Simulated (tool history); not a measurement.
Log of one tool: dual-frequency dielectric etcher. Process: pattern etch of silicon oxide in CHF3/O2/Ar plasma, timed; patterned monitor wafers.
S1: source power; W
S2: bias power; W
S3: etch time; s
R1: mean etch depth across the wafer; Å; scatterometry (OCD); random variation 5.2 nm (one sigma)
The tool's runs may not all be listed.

Run 1, hour 0: S1 600 W, S2 221 W, S3 425 s. Result: R1 9261.4 Å.
Run 2, hour 8.7: S1 560 W, S2 221 W, S3 425 s. Result: R1 9029.7 Å.
Run 3, hour 17.7: S1 560 W, S2 200 W, S3 425 s. Result: R1 8825.2 Å.
Run 4, hour 22.9: S1 550 W, S2 199 W, S3 425 s. Result: R1 8726.7 Å.
Run 5, hour 31.9: S1 600 W, S2 199 W, S3 425 s. Result: R1 9032.2 Å.
Run 6, hour 38.6: S1 590 W, S2 198 W, S3 425 s. Result: R1 8888.6 Å.
Run 7, hour 45.3: S1 580 W, S2 197 W, S3 425 s. Result: R1 8860.8 Å.
Run 8, hour 47: S1 570 W, S2 196 W, S3 425 s. Result: R1 8764.4 Å.

Estimate the outcome of run 9 from the log above:
Run 9, hour 48: S1 560 W, S2 196 W, S3 425 s. Result: R1 ?.

R1: 8674.2 Å
